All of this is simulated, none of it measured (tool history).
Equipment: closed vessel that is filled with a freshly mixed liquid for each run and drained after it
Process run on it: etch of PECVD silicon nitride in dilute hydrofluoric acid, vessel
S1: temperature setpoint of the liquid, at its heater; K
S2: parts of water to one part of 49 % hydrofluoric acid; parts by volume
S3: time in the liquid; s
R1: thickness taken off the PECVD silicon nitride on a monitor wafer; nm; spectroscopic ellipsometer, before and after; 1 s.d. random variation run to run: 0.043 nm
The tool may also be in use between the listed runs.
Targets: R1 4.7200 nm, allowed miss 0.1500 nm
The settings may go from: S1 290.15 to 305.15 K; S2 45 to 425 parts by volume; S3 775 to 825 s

run 1 hour=0.0 | S1=297.15 S2=235 S3=775 | R1=6.9777
run 2 hour=4.1 | S1=296.15 S2=235 S3=775 | R1=6.5430
run 3 hour=10.5 | S1=296.15 S2=235 S3=825 | R1=6.9979
run 4 hour=15.1 | S1=296.15 S2=315 S3=825 | R1=5.2909
run 5 hour=21.2 | S1=296.15 S2=315 S3=775 | R1=4.9452
run 6 hour=23.9 | S1=296.15 S2=355 S3=775 | R1=4.4237
run 7 hour=25.5 | S1=296.65 S2=355 S3=775 | R1=4.5252
run 8 hour=33.2 | S1=296.65 S2=355 S3=775 | R1=4.5312

Below are 5 possible settings for the next run. Only one of them brings all results inside the allowed miss of their targets. Which is it?
run A hour=40.9 | S1=297.15 S2=335 S3=790 | R1=?
run B hour=40.9 | S1=296.65 S2=350 S3=785 | R1=?
run C hour=40.9 | S1=296.15 S2=365 S3=785 | R1=?
run D hour=40.9 | S1=296.65 S2=370 S3=780 | R1=?
run E hour=40.9 | S1=295.15 S2=345 S3=800 | R1=?

move=A R1=5.0481
move=B R1=4.6608
move=C R1=4.3390
move=D R1=4.3839
move=E R1=4.3971
A: takes the biggest miss from the last run beyond its target
B: in spec on every target
C: moves away from the targets compared with the last run
D: moves away from the targets compared with the last run
E: moves away from the targets compared with the last run
B is the move that brings every result within its allowed miss.
